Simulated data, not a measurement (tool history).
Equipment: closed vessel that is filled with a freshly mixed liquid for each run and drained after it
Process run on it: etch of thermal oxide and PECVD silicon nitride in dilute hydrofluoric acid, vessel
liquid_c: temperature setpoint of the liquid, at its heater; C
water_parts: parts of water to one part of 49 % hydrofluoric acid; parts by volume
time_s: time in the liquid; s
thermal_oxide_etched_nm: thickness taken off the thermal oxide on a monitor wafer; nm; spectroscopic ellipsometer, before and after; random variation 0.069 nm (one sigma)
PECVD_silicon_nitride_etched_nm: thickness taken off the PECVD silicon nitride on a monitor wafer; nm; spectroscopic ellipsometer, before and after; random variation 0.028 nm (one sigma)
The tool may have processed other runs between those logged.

| run | hour | liquid_c | water_parts | time_s | thermal_oxide_etched_nm | PECVD_silicon_nitride_etched_nm |
|---|---|---|---|---|---|---|
| 1 | 0 | 25 | 100 | 415 | 20.256 | 8.9 |
| 2 | 3.6 | 25 | 75 | 415 | 27.602 | 11.824 |
| 3 | 9.5 | 24 | 85 | 415 | 23.412 | 9.8572 |
| 4 | 11.6 | 24 | 85 | 520 | 29.226 | 12.179 |
| 5 | 16.1 | 24 | 85 | 675 | 38.185 | 15.952 |
| 6 | 25.4 | 23 | 95 | 665 | 31.518 | 13.035 |
| 7 | 29 | 22 | 105 | 660 | 26.66 | 10.945 |
| 8 | 34 | 21.5 | 115 | 650 | 23.024 | 9.6406 |

The next listed run, before its measurement:
| 9 | 38.8 | 21 | 120 | 630 | ? | ? |

{"run 9": {"thermal_oxide_etched_nm": 21.102, "PECVD_silicon_nitride_etched_nm": 8.6465}}
